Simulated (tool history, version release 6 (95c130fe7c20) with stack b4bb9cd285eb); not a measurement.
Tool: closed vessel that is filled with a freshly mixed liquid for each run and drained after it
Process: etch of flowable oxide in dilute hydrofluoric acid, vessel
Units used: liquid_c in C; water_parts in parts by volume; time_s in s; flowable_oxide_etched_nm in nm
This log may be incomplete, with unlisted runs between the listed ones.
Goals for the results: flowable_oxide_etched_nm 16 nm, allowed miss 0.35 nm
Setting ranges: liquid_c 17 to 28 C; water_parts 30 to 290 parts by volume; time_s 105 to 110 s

run,hour,liquid_c,water_parts,time_s,flowable_oxide_etched_nm
1,0,20,160,105,23.497
2,3.7,19.5,165,105,22.328
3,9,19.5,145,105,25.841
4,11.1,18,145,105,24.308
# hour 15.1: hydrofluoric acid flow meter replaced
5,15.1,18,145,110,23.205
6,22.2,18,150,110,22.488
7,26.2,18,155,110,21.554
8,32.1,18,160,110,20.934
9,35.6,17.5,175,110,18.271
10,37.7,17,180,110,17.439
11,43.2,17,185,110,16.858
12,48.5,17,190,110,16.389

Exercise: of the 5 proposed moves below, exactly one satisfies all targets within the stated allowed misses. Which move is it?
A,53.8,17.5,190,110,?
B,53.8,17.5,180,105,?
C,53.8,17,180,105,?
D,53.8,18,200,110,?
E,53.8,19.5,200,110,?

move,flowable_oxide_etched_nm
A,16.651
B,16.936
C,16.599
D,15.985
E,16.952
A: its largest miss is bigger than the last run's
B: its largest miss is bigger than the last run's
C: its largest miss is bigger than the last run's
D: each result inside its tolerance
E: its largest miss is bigger than the last run's
The right move is D.
